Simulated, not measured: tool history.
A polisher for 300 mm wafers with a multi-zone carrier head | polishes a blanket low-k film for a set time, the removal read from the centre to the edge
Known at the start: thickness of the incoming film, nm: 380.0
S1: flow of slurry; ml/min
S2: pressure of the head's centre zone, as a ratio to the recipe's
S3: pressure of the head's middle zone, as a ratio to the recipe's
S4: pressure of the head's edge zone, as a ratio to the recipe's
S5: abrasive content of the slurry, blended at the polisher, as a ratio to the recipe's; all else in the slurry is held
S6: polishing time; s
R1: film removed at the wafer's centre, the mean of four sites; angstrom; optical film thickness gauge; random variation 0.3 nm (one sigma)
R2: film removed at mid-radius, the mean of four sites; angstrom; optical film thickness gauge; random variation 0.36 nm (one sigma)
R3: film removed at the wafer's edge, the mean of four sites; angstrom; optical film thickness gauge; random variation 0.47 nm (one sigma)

Run 1, hour 0: S1 270 ml/min, S2 1, S3 1, S4 1, S5 1, S6 71 s. Result: R1 350.93 angstrom, R2 364.85 angstrom, R3 369.63 angstrom.
Run 2, hour 2.8: S1 265 ml/min, S2 0.98, S3 0.98, S4 0.96, S5 0.95, S6 71 s. Result: R1 340.19 angstrom, R2 352.87 angstrom, R3 349.1 angstrom.
Run 3, hour 4.7: S1 265 ml/min, S2 0.98, S3 0.98, S4 0.96, S5 0.95, S6 84 s. Result: R1 395.49 angstrom, R2 409.38 angstrom, R3 412.77 angstrom.
Run 4, hour 13: S1 260 ml/min, S2 0.95, S3 0.95, S4 0.93, S5 0.85, S6 84 s. Result: R1 364.74 angstrom, R2 379.96 angstrom, R3 383.4 angstrom.
Run 5, hour 16.9: S1 260 ml/min, S2 0.93, S3 0.93, S4 0.9, S5 0.8, S6 84 s. Result: R1 341.24 angstrom, R2 355.57 angstrom, R3 361.24 angstrom.
Run 6, hour 22.7: S1 260 ml/min, S2 0.92, S3 0.92, S4 0.88, S5 0.75, S6 84 s. Result: R1 329.26 angstrom, R2 351.46 angstrom, R3 359.31 angstrom.
At hour 28.4: centre zone pressure recalibrated.
Run 7, hour 28.4: S1 255 ml/min, S2 0.93, S3 0.92, S4 0.86, S5 0.7, S6 84 s. Result: R1 342.47 angstrom, R2 331.37 angstrom, R3 334.97 angstrom.
Run 8, hour 33.7: S1 250 ml/min, S2 0.91, S3 0.92, S4 0.85, S5 0.7, S6 84 s. Result: R1 326.24 angstrom, R2 338.19 angstrom, R3 337.34 angstrom.

Run 9 comes next. What will it give?
Run 9, hour 37.1: S1 250 ml/min, S2 0.9, S3 0.91, S4 0.84, S5 0.7, S6 84 s. Result: R1 ?, R2 ?, R3 ?.

{"run 9": {"R1": 321.24, "R2": 330.24, "R3": 328.86}}

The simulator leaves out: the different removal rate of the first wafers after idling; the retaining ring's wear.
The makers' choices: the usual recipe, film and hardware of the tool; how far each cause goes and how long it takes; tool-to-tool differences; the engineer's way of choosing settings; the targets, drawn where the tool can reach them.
